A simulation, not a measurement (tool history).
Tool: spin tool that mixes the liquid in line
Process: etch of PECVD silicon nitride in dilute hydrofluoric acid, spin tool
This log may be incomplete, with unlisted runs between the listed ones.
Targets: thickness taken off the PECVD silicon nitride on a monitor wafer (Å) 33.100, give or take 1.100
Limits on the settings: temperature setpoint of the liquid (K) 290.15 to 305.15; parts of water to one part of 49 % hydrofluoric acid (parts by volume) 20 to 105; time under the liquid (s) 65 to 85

| run | hour | temperature setpoint of the liquid (K) | parts of water to one part of 49 % hydrofluoric acid (parts by volume) | time under the liquid (s) | thickness taken off the PECVD silicon nitride on a monitor wafer (Å) |
|---|---|---|---|---|---|
| 1 | 0.0 | 297.15 | 55 | 85 | 25.530 |
| 2 | 3.7 | 297.65 | 55 | 85 | 26.363 |
| 3 | 6.2 | 295.15 | 55 | 85 | 22.091 |
| 4 | 15.2 | 295.15 | 35 | 85 | 34.730 |
| 5 | 22.7 | 295.15 | 35 | 65 | 26.852 |
| 6 | 28.6 | 296.65 | 35 | 65 | 29.307 |
| 7 | 32.5 | 297.15 | 35 | 65 | 30.272 |
| 8 | 37.0 | 297.65 | 35 | 65 | 31.283 |

4 next moves are on the table. One of them brings every result within its allowed miss. Which?
| A | 41.5 | 297.65 | 40 | 70 | ? |
| B | 41.5 | 299.15 | 50 | 80 | ? |
| C | 41.5 | 294.65 | 40 | 85 | ? |
| D | 41.5 | 296.15 | 35 | 75 | ? |

| move | thickness taken off the PECVD silicon nitride on a monitor wafer (Å) |
|---|---|
| A | 29.933 |
| B | 30.405 |
| C | 29.615 |
| D | 32.977 |
A: the biggest miss grows against the last run
B: the biggest miss grows against the last run
C: the biggest miss grows against the last run
D: all results in spec
Go with D: it meets all targets.

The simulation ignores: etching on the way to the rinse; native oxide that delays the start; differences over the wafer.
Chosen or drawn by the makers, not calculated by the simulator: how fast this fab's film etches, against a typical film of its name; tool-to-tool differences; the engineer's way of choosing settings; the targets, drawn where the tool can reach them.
